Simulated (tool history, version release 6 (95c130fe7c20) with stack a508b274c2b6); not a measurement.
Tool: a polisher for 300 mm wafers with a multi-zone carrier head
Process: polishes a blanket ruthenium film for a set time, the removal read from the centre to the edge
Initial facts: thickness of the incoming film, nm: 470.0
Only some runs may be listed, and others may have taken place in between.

| run | hour | flow of slurry (ml/min) | pressure of the head's centre zone | pressure of the head's middle zone | pressure of the head's edge zone | polishing time (s) | film removed at the wafer's centre (angstrom) | film removed at mid-radius (angstrom) | film removed at the wafer's edge (angstrom) |
|---|---|---|---|---|---|---|---|---|---|
| 1 | 0 | 130 | 1 | 1 | 1 | 50 | 527.56 | 513.41 | 535.26 |
| 2 | 8.1 | 130 | 1 | 1 | 1 | 42 | 447.59 | 440.07 | 449.62 |
| 3 | 15.5 | 130 | 1 | 1 | 1.05 | 42 | 449.69 | 436.65 | 456.24 |
| 4 | 23.5 | 130 | 0.99 | 1.02 | 1.03 | 42 | 431.39 | 445.53 | 452.33 |
| 5 | 31.7 | 130 | 0.99 | 1.02 | 1.03 | 48 | 505.81 | 512.93 | 512.73 |
| 6 | 34.2 | 120 | 0.99 | 1.03 | 1 | 47 | 482.98 | 495.33 | 491.88 |

Run 7, settings as shown, results not yet in. Your forecast:
| 7 | 37.3 | 115 | 0.98 | 1.03 | 0.97 | 46 | ? | ? | ? |

film removed at the wafer's centre (angstrom): 463.18
film removed at mid-radius (angstrom): 474.81
film removed at the wafer's edge (angstrom): 474.84
